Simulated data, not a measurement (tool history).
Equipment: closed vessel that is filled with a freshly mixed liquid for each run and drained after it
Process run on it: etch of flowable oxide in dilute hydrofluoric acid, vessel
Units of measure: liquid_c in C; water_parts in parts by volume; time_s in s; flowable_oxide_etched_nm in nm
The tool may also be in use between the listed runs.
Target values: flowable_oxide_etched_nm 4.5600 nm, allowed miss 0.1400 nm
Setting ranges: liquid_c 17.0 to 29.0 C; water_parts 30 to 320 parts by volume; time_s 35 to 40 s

run	hour	liquid_c	water_parts	time_s	flowable_oxide_etched_nm
1	0.0	21.0	175	40	7.3212
2	6.9	20.0	185	40	6.6169
3	10.4	23.0	185	40	7.4821
4	15.4	22.0	195	40	6.7053
5	22.2	21.0	200	40	6.3069
6	28.7	18.0	200	40	5.6655
7	36.6	18.0	205	40	5.3858
# hour 45.0: hydrofluoric acid flow meter replaced
8	45.0	17.0	225	40	4.3153
9	51.7	17.5	225	40	4.3731

4 candidate next runs follow, results not yet known. Just one meets every target within its allowed miss. Identify it.
A	58.4	17.0	215	35	?
B	58.4	17.0	210	35	?
C	58.4	18.5	200	35	?
D	58.4	17.0	205	35	?

move	flowable_oxide_etched_nm
A	4.0208
B	4.1352
C	4.6496
D	4.2554
A: moves away from the targets compared with the last run
B: moves away from the targets compared with the last run
C: all results land within tolerance of their targets
D: moves away from the targets compared with the last run
The move that meets every target is C.
